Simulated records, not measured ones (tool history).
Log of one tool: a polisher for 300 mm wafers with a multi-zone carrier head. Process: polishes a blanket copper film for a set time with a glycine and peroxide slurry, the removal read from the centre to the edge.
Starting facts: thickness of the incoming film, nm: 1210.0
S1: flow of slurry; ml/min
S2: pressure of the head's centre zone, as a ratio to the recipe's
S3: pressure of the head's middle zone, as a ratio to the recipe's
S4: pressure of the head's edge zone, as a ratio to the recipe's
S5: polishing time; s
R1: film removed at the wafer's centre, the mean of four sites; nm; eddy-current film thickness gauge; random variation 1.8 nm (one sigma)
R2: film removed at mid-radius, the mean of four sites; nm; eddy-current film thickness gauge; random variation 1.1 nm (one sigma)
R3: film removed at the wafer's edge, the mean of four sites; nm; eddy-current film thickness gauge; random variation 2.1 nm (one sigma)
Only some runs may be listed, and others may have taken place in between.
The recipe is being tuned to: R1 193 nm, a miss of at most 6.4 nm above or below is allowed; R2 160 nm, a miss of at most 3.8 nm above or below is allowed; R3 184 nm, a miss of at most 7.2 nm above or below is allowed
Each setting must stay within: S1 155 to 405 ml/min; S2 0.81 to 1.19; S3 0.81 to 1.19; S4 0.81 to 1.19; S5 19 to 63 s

Run 1, hour 0: S1 260 ml/min, S2 1, S3 1, S4 1, S5 41 s. Result: R1 223.3 nm, R2 235.48 nm, R3 232.69 nm.
Run 2, hour 6.3: S1 250 ml/min, S2 1.02, S3 0.95, S4 0.99, S5 39 s. Result: R1 212.73 nm, R2 208.45 nm, R3 219.35 nm.
Run 3, hour 14: S1 250 ml/min, S2 1.02, S3 0.95, S4 0.91, S5 39 s. Result: R1 216.97 nm, R2 207.99 nm, R3 207.97 nm.
Run 4, hour 18: S1 240 ml/min, S2 1.02, S3 0.92, S4 0.9, S5 38 s. Result: R1 208.38 nm, R2 197.53 nm, R3 206.98 nm.
Run 5, hour 25: S1 240 ml/min, S2 1.03, S3 0.9, S4 0.89, S5 37 s. Result: R1 201.24 nm, R2 190.16 nm, R3 196.79 nm.
Run 6, hour 28: S1 225 ml/min, S2 1.06, S3 0.88, S4 0.9, S5 36 s. Result: R1 204.23 nm, R2 178.84 nm, R3 191.48 nm.
Run 7, hour 31.3: S1 215 ml/min, S2 1.06, S3 0.86, S4 0.9, S5 36 s. Result: R1 201.87 nm, R2 174.16 nm, R3 188.94 nm.
Run 8, hour 38.3: S1 205 ml/min, S2 1.06, S3 0.85, S4 0.91, S5 36 s. Result: R1 202.85 nm, R2 172.25 nm, R3 188.3 nm.
Run 9, hour 44.2: S1 205 ml/min, S2 1.06, S3 0.85, S4 0.91, S5 36 s. Result: R1 202.89 nm, R2 170.87 nm, R3 188.43 nm.
Run 10, hour 50.1: S1 205 ml/min, S2 1.06, S3 0.85, S4 0.91, S5 36 s. Result: R1 199.89 nm, R2 171.38 nm, R3 188.61 nm.
Run 11, hour 52: S1 205 ml/min, S2 1.06, S3 0.85, S4 0.91, S5 36 s. Result: R1 197.8 nm, R2 173.21 nm, R3 190.56 nm.
Run 12, hour 57.1: S1 200 ml/min, S2 1.07, S3 0.84, S4 0.91, S5 36 s. Result: R1 201.3 nm, R2 168.33 nm, R3 188.66 nm.

5 next moves are on the table. One of them brings every result within its allowed miss. Which?
Run A, hour 62.2: S1 210 ml/min, S2 1.02, S3 0.94, S4 0.83, S5 34 s. Result: R1 ?, R2 ?, R3 ?.
Run B, hour 62.2: S1 170 ml/min, S2 1.02, S3 0.88, S4 0.89, S5 36 s. Result: R1 ?, R2 ?, R3 ?.
Run C, hour 62.2: S1 255 ml/min, S2 1.03, S3 0.81, S4 0.89, S5 34 s. Result: R1 ?, R2 ?, R3 ?.
Run D, hour 62.2: S1 185 ml/min, S2 1.02, S3 0.86, S4 0.93, S5 36 s. Result: R1 ?, R2 ?, R3 ?.
Run E, hour 62.2: S1 160 ml/min, S2 1.11, S3 0.88, S4 0.88, S5 37 s. Result: R1 ?, R2 ?, R3 ?.

move      R1      R2      R3
   A  183.69  177.85  171.59
   B  186.49  171.74  182.58
   C  190.96  161.56  180.97
   D  189.84  171.23  188.55
   E  205.78  174.23     185
A: lands further from the targets than the last run did
B: lands further from the targets than the last run did
C: all results in spec
D: lands further from the targets than the last run did
E: lands further from the targets than the last run did
C meets every target.
